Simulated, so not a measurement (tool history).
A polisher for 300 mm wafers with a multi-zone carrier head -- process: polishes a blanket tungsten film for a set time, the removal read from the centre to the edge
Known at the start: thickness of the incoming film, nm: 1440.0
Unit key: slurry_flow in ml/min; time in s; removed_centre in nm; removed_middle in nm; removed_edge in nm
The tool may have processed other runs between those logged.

run  hour  slurry_flow  centre_zone  middle_zone  edge_zone  slurry_solids  time  removed_centre  removed_middle  removed_edge
  1   0.0          155         1.00         1.00       1.00           1.00    80          527.52          536.74        540.35
  2   4.7          150         0.99         1.00       0.98           0.95    76          485.05          491.12        496.86
  3   7.5          150         0.97         1.01       0.96           0.90    73          449.55          468.82        470.40
  4  11.2          150         0.94         1.01       0.96           0.90    73          430.42          470.17        458.85
  5  19.7          150         0.93         1.00       0.94           0.85    71          409.06          440.23        446.29
  6  26.2          150         0.93         0.93       0.94           0.85    71          406.64          424.51        430.78
  7  34.9          155         0.92         0.92       0.92           0.80    69          390.13          403.87        421.58
  8  43.7          110         0.93         1.02       0.83           0.55    52          235.05          270.92        257.57

Run 9 is up next; what results do you expect?
  9  49.3          155         0.93         1.01       0.93           0.55    52               ?               ?             ?

{"run 9": {"removed_centre": 258.84, "removed_middle": 283.92, "removed_edge": 276.14}}
